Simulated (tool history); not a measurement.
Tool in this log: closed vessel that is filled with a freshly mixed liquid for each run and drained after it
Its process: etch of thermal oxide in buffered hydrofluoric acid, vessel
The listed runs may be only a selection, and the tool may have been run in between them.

| run | hour | temperature setpoint of the liquid (K) | parts of 40 % ammonium fluoride to one part of 49 % hydrofluoric acid (parts by volume) | time in the liquid (s) | thickness taken off the thermal oxide on a monitor wafer (angstrom) |
|---|---|---|---|---|---|
| 1 | 0 | 293.15 | 13.5 | 100 | 641.02 |
| 2 | 4.7 | 293.15 | 13.5 | 100 | 638.53 |
| 3 | 11.6 | 293.15 | 11.5 | 100 | 746.06 |
| 4 | 19.9 | 292.65 | 12 | 100 | 701.84 |
| 5 | 21.4 | 292.65 | 12 | 105 | 738.54 |
| 6 | 24.3 | 290.15 | 12 | 105 | 638.65 |
| 7 | 30 | 290.15 | 12.5 | 105 | 619.58 |
| 8 | 38.8 | 290.15 | 13 | 105 | 590.56 |

What will run 9 give?
| 9 | 46.4 | 290.15 | 14 | 105 | ? |

thickness taken off the thermal oxide on a monitor wafer (angstrom): 550.69
